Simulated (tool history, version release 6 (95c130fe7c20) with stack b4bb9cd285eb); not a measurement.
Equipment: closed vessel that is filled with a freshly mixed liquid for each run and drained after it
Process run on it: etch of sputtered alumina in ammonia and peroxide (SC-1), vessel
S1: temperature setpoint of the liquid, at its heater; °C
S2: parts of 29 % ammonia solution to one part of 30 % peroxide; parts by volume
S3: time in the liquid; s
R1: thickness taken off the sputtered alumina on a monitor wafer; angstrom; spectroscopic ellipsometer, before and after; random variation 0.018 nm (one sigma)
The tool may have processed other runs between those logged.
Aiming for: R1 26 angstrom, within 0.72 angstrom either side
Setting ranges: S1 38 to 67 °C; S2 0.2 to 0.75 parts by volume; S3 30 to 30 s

Run 1, day 0: S1 51 °C, S2 0.45 parts by volume, S3 30 s. Result: R1 14.142 angstrom.
Run 2, day 0.154: S1 53 °C, S2 0.45 parts by volume, S3 30 s. Result: R1 15.889 angstrom.
Run 3, day 0.471: S1 54.5 °C, S2 0.45 parts by volume, S3 30 s. Result: R1 17.133 angstrom.
Run 4, day 0.704: S1 50 °C, S2 0.45 parts by volume, S3 30 s. Result: R1 13.467 angstrom.
Run 5, day 0.771: S1 54.5 °C, S2 0.45 parts by volume, S3 30 s. Result: R1 17.079 angstrom.
Run 6, day 0.862: S1 50.5 °C, S2 0.45 parts by volume, S3 30 s. Result: R1 13.767 angstrom.
Run 7, day 1.054: S1 52.5 °C, S2 0.45 parts by volume, S3 30 s. Result: R1 15.188 angstrom.
Run 8, day 1.396: S1 54.5 °C, S2 0.45 parts by volume, S3 30 s. Result: R1 17.107 angstrom.
Run 9, day 1.475: S1 56 °C, S2 0.45 parts by volume, S3 30 s. Result: R1 18.529 angstrom.
Run 10, day 1.5: S1 57 °C, S2 0.45 parts by volume, S3 30 s. Result: R1 19.264 angstrom.
Run 11, day 1.6: S1 58 °C, S2 0.45 parts by volume, S3 30 s. Result: R1 20.638 angstrom.

5 candidate next runs follow, results not yet known. Just one meets every target within its allowed miss. Identify it.
Run A, day 1.7: S1 51.5 °C, S2 0.6 parts by volume, S3 30 s. Result: R1 ?.
Run B, day 1.7: S1 51.5 °C, S2 0.55 parts by volume, S3 30 s. Result: R1 ?.
Run C, day 1.7: S1 61 °C, S2 0.4 parts by volume, S3 30 s. Result: R1 ?.
Run D, day 1.7: S1 62 °C, S2 0.55 parts by volume, S3 30 s. Result: R1 ?.
Run E, day 1.7: S1 60 °C, S2 0.4 parts by volume, S3 30 s. Result: R1 ?.

move      R1
   A  14.924
   B  14.801
   C  23.694
   D  25.692
   E  22.511
A: further off than the last run
B: further off than the last run
C: nearer the targets than the last run, but a result is still out of spec
D: each result inside its tolerance
E: nearer the targets than the last run, but a result is still out of spec
D meets every target.
